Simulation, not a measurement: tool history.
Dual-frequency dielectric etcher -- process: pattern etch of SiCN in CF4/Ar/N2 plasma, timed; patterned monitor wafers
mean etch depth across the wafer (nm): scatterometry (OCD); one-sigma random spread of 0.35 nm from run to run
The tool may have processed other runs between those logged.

run,hour,source power (W),bias power (W),Ar flow (sccm),CF4 flow (sccm),etch time (s),mean etch depth across the wafer (nm)
1,0,540,79,96,56,71.5,80.423
2,1.6,540,79,96,56,74.5,83.006
3,2.6,510,78,96,56,74.5,79.82
4,10.6,480,77,96,56,74.5,75.849
5,12.6,460,77,96,56,74.5,72.857
6,18.1,460,77,88,56,74.5,73.659
7,26.1,450,77,88,56,74.5,72.548
8,34.3,440,77,88,56,74.5,72.226

Predict the results of run 9:
9,42.7,430,77,88,56,74.5,?

Run 9 came out at mean etch depth across the wafer (nm) 69.949.
